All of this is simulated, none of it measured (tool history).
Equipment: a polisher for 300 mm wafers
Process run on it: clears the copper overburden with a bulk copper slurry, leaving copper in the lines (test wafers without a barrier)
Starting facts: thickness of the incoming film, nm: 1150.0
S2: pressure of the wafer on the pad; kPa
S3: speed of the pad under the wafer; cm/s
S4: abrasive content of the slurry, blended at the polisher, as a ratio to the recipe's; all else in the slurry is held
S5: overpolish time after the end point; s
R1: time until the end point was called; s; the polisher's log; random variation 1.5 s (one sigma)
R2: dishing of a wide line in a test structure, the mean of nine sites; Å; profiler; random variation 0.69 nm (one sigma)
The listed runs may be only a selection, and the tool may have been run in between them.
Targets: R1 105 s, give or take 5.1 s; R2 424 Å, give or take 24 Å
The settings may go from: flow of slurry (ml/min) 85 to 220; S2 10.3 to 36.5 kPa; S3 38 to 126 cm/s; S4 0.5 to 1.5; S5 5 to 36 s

Run 1, hour 0: flow of slurry (ml/min) 140, S2 23.4 kPa, S3 82 cm/s, S4 1, S5 18 s. Result: R1 122.18 s, R2 1105.9 Å.
Run 2, hour 1.8: flow of slurry (ml/min) 145, S2 19.3 kPa, S3 94 cm/s, S4 1.05, S5 14 s. Result: R1 123.42 s, R2 841.77 Å.
Run 3, hour 5.1: flow of slurry (ml/min) 160, S2 16.5 kPa, S3 102 cm/s, S4 1.2, S5 11 s. Result: R1 127.43 s, R2 685.72 Å.
Run 4, hour 12.4: flow of slurry (ml/min) 160, S2 16.5 kPa, S3 102 cm/s, S4 1.4, S5 11 s. Result: R1 124.49 s, R2 714.57 Å.
Run 5, hour 19: flow of slurry (ml/min) 180, S2 15.2 kPa, S3 110 cm/s, S4 1.15, S5 9 s. Result: R1 127.38 s, R2 589.93 Å.
Run 6, hour 27.3: flow of slurry (ml/min) 180, S2 15.2 kPa, S3 110 cm/s, S4 1.15, S5 15 s. Result: R1 127.42 s, R2 855.44 Å.
Run 7, hour 29: flow of slurry (ml/min) 170, S2 15.2 kPa, S3 114 cm/s, S4 0.95, S5 12 s. Result: R1 128.66 s, R2 724.24 Å.
Run 8, hour 35.4: flow of slurry (ml/min) 185, S2 14.5 kPa, S3 118 cm/s, S4 1.1, S5 10 s. Result: R1 122.86 s, R2 646.07 Å.
Run 9, hour 42.1: flow of slurry (ml/min) 220, S2 11.7 kPa, S3 126 cm/s, S4 1.35, S5 5 s. Result: R1 133.98 s, R2 325.71 Å.
Run 10, hour 44.3: flow of slurry (ml/min) 215, S2 13.1 kPa, S3 126 cm/s, S4 1.35, S5 5 s. Result: R1 119.89 s, R2 380.13 Å.
Run 11, hour 51.9: flow of slurry (ml/min) 215, S2 13.8 kPa, S3 126 cm/s, S4 1.35, S5 5 s. Result: R1 117.4 s, R2 387.03 Å.
Run 12, hour 53.4: flow of slurry (ml/min) 215, S2 14.5 kPa, S3 126 cm/s, S4 1.35, S5 5 s. Result: R1 112.47 s, R2 401.29 Å.

Which one of the following 4 next-run settings gets every result inside its allowed miss? There is exactly one.
Run A, hour 54.9: flow of slurry (ml/min) 220, S2 17.9 kPa, S3 126 cm/s, S4 1.1, S5 5 s. Result: R1 ?, R2 ?.
Run B, hour 54.9: flow of slurry (ml/min) 215, S2 17.2 kPa, S3 124 cm/s, S4 1.35, S5 5 s. Result: R1 ?, R2 ?.
Run C, hour 54.9: flow of slurry (ml/min) 215, S2 17.9 kPa, S3 118 cm/s, S4 1.4, S5 5 s. Result: R1 ?, R2 ?.
Run D, hour 54.9: flow of slurry (ml/min) 200, S2 15.2 kPa, S3 126 cm/s, S4 1.5, S5 5 s. Result: R1 ?, R2 ?.

move      R1      R2
   A  92.739  466.64
   B  93.834  460.85
   C  94.108  460.75
   D  102.92  422.12
A: pushes the last run's worst result past its target
B: pushes the last run's worst result past its target
C: pushes the last run's worst result past its target
D: each result inside its tolerance
Correct choice: D, which meets every target
